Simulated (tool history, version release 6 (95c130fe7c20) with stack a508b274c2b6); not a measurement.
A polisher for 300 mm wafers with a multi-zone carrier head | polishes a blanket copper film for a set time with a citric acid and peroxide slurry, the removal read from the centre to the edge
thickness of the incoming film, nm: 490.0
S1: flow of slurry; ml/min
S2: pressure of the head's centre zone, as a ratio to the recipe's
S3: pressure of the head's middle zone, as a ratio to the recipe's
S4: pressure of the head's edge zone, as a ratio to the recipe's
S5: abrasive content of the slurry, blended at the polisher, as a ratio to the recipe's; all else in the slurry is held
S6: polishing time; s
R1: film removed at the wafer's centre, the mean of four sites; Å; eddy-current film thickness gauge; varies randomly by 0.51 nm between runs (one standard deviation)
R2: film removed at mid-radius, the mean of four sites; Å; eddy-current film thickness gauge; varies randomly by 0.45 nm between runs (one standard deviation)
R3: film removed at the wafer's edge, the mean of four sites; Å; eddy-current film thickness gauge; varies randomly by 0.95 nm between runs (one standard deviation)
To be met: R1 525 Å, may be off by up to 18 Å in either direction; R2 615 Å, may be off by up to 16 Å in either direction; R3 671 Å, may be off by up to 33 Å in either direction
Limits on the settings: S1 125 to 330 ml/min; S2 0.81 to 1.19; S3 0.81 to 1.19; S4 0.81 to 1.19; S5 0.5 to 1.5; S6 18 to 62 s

run 1 hour=0 | S1=210 S2=1 S3=1 S4=1 S5=1 S6=40 | R1=1157.6 R2=1192.7 R3=1172.6
run 2 hour=7.2 | S1=205 S2=0.98 S3=0.99 S4=1 S5=0.95 S6=38 | R1=1063.2 R2=1091.1 R3=1092.5
run 3 hour=14.3 | S1=205 S2=0.98 S3=0.99 S4=1 S5=1.15 S6=38 | R1=1111.2 R2=1141 R3=1158.8
run 4 hour=22.1 | S1=180 S2=0.98 S3=0.99 S4=1 S5=1.15 S6=38 | R1=1077.8 R2=1103.7 R3=1144.3
run 5 hour=28 | S1=180 S2=0.98 S3=0.99 S4=1 S5=1.15 S6=42 | R1=1197.1 R2=1227.4 R3=1256.1
run 6 hour=28.7 | S1=175 S2=0.96 S3=0.99 S4=1 S5=1.1 S6=40 | R1=1095.7 R2=1153.2 R3=1163.9
run 7 hour=32.1 | S1=175 S2=0.96 S3=0.99 S4=1 S5=1.1 S6=40 | R1=1095.5 R2=1156.8 R3=1188.9
run 8 hour=37.8 | S1=170 S2=0.95 S3=0.98 S4=1 S5=1.05 S6=38 | R1=1023.2 R2=1061.4 R3=1134.7
run 9 hour=41.4 | S1=170 S2=0.94 S3=0.98 S4=0.99 S5=1 S6=36 | R1=930.95 R2=1000.7 R3=1029.9
run 10 hour=43 | S1=165 S2=0.93 S3=0.97 S4=0.98 S5=0.95 S6=35 | R1=891.81 R2=958.27 R3=993.73
run 11 hour=46.3 | S1=160 S2=0.92 S3=0.96 S4=0.98 S5=0.9 S6=34 | R1=825.42 R2=913.35 R3=931.14
run 12 hour=51.8 | S1=155 S2=0.91 S3=0.95 S4=0.98 S5=0.85 S6=33 | R1=799.34 R2=849.67 R3=890.77
run 13 hour=56.6 | S1=150 S2=0.9 S3=0.95 S4=0.99 S5=0.8 S6=32 | R1=740.9 R2=795.54 R3=844.48
run 14 hour=64.5 | S1=150 S2=0.89 S3=0.96 S4=1 S5=0.75 S6=31 | R1=686.66 R2=769.12 R3=836.76
run 15 hour=66.4 | S1=140 S2=0.82 S3=0.91 S4=0.9 S5=0.5 S6=25 | R1=459.79 R2=535.68 R3=566.7
run 16 hour=70.6 | S1=150 S2=0.82 S3=0.91 S4=0.91 S5=0.5 S6=25 | R1=468.75 R2=539.01 R3=584.05
run 17 hour=78.1 | S1=160 S2=0.82 S3=0.92 S4=0.92 S5=0.5 S6=25 | R1=468.09 R2=551.29 R3=591.58
run 18 hour=80.8 | S1=170 S2=0.82 S3=0.92 S4=0.93 S5=0.5 S6=25 | R1=475.86 R2=562.97 R3=601.6
-- hour=89.7 worn pad replaced by a new one
run 19 hour=89.7 | S1=175 S2=0.82 S3=0.92 S4=0.94 S5=0.5 S6=25 | R1=517.97 R2=600.46 R3=622.83
run 20 hour=93.2 | S1=170 S2=0.82 S3=0.92 S4=0.95 S5=0.5 S6=25 | R1=514.89 R2=611.01 R3=634.11

Which of these 4 next moves meets every target?
run A hour=96.7 | S1=140 S2=0.81 S3=0.9 S4=0.95 S5=0.7 S6=25 | R1=? R2=? R3=?
run B hour=96.7 | S1=285 S2=0.87 S3=1.12 S4=0.96 S5=0.55 S6=20 | R1=? R2=? R3=?
run C hour=96.7 | S1=245 S2=0.87 S3=0.94 S4=0.95 S5=0.5 S6=23 | R1=? R2=? R3=?
run D hour=96.7 | S1=185 S2=0.81 S3=0.97 S4=0.96 S5=0.5 S6=24 | R1=? R2=? R3=?

move=A R1=523.93 R2=625.94 R3=651.46
move=B R1=484.96 R2=618.4 R3=536.2
move=C R1=533.39 R2=602.81 R3=592.78
move=D R1=494.2 R2=616.59 R3=601.78
A: all results land within tolerance of their targets
B: lands further from the targets than the last run did
C: lands further from the targets than the last run did
D: lands further from the targets than the last run did
Correct choice: A, which meets every target
